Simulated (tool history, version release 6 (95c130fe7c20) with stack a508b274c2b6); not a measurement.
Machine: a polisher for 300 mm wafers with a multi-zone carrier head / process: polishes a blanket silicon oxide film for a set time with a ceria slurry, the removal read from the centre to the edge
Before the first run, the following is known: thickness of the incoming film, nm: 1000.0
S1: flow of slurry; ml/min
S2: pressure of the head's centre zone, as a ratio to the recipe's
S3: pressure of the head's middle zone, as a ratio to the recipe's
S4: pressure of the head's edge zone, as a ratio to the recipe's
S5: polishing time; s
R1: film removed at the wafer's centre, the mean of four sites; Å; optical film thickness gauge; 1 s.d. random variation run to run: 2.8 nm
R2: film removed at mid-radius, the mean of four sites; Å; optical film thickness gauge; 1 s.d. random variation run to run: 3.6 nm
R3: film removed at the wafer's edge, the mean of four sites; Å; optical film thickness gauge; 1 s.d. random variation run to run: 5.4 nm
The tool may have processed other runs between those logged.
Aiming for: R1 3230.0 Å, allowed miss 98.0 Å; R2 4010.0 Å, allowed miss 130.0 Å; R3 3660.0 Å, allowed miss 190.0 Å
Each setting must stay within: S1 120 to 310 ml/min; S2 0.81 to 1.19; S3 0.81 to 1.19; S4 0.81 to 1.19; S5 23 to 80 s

run,hour,S1,S2,S3,S4,S5,R1,R2,R3
1,0.0,200,1.00,1.00,1.00,51,3816.1,3961.7,3714.4
2,5.6,200,1.00,1.00,1.00,60,4506.1,4701.3,4345.9
3,13.5,200,1.00,1.00,1.00,54,4045.5,4249.9,4009.8
4,18.9,165,1.00,1.00,1.00,54,3939.7,4032.5,3834.3
5,24.8,160,0.98,1.01,1.00,54,3801.5,4075.8,3739.6
6,26.4,195,0.98,1.01,1.00,54,3914.2,4132.6,3900.3
7,29.3,190,0.96,1.02,1.00,54,3773.5,4278.3,3912.2
8,31.6,185,0.95,1.02,1.00,54,3783.6,4242.5,3984.5
9,39.5,180,0.94,1.02,0.99,54,3775.9,4209.4,3817.9
10,45.1,175,0.93,1.02,0.99,54,3684.6,4111.4,3913.4

Which of these 5 next moves meets every target?
A,50.7,145,1.08,1.00,0.93,52,?,?,?
B,50.7,220,0.84,0.96,1.11,51,?,?,?
C,50.7,130,1.18,1.14,0.90,54,?,?,?
D,50.7,220,0.88,1.05,1.07,48,?,?,?
E,50.7,140,0.81,0.88,1.09,63,?,?,?

move,R1,R2,R3
A,3913.5,3859.3,3598.5
B,3240.4,3947.0,4065.6
C,4315.0,4361.5,3605.4
D,3198.4,4006.4,3751.8
E,3512.0,4172.8,4688.7
A: the biggest miss grows against the last run
B: the worst result of the last run now meets its target, but another is out of spec
C: the biggest miss grows against the last run
D: every result lands within tolerance
E: the biggest miss grows against the last run
Answer: D

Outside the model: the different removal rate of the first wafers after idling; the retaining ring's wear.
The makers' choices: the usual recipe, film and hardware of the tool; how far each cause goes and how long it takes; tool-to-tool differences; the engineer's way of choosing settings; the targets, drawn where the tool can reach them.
